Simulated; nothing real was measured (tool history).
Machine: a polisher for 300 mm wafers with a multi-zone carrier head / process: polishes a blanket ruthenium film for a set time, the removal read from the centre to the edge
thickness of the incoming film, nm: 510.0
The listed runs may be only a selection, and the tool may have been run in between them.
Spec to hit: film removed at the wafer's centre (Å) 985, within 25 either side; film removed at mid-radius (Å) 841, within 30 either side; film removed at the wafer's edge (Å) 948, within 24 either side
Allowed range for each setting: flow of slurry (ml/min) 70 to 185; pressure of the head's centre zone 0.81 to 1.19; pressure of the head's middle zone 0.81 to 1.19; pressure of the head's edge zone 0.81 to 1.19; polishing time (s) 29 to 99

run,hour,flow of slurry (ml/min),pressure of the head's centre zone,pressure of the head's middle zone,pressure of the head's edge zone,polishing time (s),film removed at the wafer's centre (Å),film removed at mid-radius (Å),film removed at the wafer's edge (Å)
1,0,120,1,1,1,64,1110.6,1117.7,1120.1
2,2.1,115,1,0.97,0.98,64,1102.1,1081.8,1128.4
3,4.4,115,1.08,0.97,0.98,64,1194.3,1093.4,1113.6
4,11.6,115,1.08,0.97,0.98,71,1343.5,1206.3,1232.8
5,15.3,115,1.08,1.02,0.98,71,1308.2,1253.4,1240.4
6,16.6,115,1.08,0.95,0.98,71,1305.1,1182.2,1224.2
7,25.1,110,1.07,0.93,0.97,69,1252.7,1125.1,1183.5
8,33,105,1.07,0.91,0.96,67,1212.5,1043.9,1141.9
9,39.4,105,1.06,0.9,0.94,65,1148.1,1010.8,1095.5
10,45.6,100,1.06,0.89,0.92,64,1115.1,990.71,1049.2
11,52.2,95,1.06,0.88,0.92,63,1088.8,960.53,1028.3
12,54.7,90,1.06,0.87,0.92,62,1052.7,914.85,1015.1
13,58.3,85,1.06,0.86,0.91,62,1030.8,904.12,997.96
14,66.1,85,1.06,0.85,0.9,62,1025,880.39,998.83
15,74,85,1.06,0.85,0.89,62,1027.6,867.94,985.8
16,77.4,85,1.06,0.85,0.88,62,1028.6,873.42,983.33
17,78.3,85,1.06,0.85,0.87,62,1020.5,882.5,962.69

Exercise: of the 5 proposed moves below, exactly one satisfies all targets within the stated allowed misses. Which move is it?
A,79.2,70,1.03,0.81,0.92,65,?,?,?
B,79.2,70,1.04,0.84,0.81,68,?,?,?
C,79.2,95,1,0.81,0.93,60,?,?,?
D,79.2,85,1.03,0.82,0.84,61,?,?,?
E,79.2,90,1.04,0.86,0.84,64,?,?,?

move,film removed at the wafer's centre (Å),film removed at mid-radius (Å),film removed at the wafer's edge (Å)
A,971.33,843.29,1019.7
B,1026.3,905.77,1007.1
C,966.38,851.37,1003
D,977.18,847.12,953.98
E,1054.9,934.71,1011
A: brings the result that was furthest off to its target, and leaves another outside
B: the biggest miss grows against the last run
C: brings the result that was furthest off to its target, and leaves another outside
D: every result lands within tolerance
E: the biggest miss grows against the last run
Go with D: it meets all targets.

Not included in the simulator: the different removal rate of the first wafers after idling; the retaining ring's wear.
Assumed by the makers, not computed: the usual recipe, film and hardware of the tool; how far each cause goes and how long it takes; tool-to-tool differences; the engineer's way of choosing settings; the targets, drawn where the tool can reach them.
